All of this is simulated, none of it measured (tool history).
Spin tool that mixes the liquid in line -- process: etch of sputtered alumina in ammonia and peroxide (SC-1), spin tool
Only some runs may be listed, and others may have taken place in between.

run,hour,temperature setpoint of the liquid (C),parts of 29 % ammonia solution to one part of 30 % peroxide (parts by volume),time under the liquid (s),thickness taken off the sputtered alumina on a monitor wafer (angstrom)
1,0.0,47.0,0.75,60,35.993
2,6.4,48.0,0.75,60,37.740
3,10.2,48.0,0.95,60,38.356
4,17.7,48.0,0.95,60,38.711
5,22.4,48.0,0.95,60,38.833
6,30.8,48.0,0.95,60,38.786

Forecast run 7:
7,33.4,48.5,0.95,60,?

thickness taken off the sputtered alumina on a monitor wafer (angstrom): 39.979
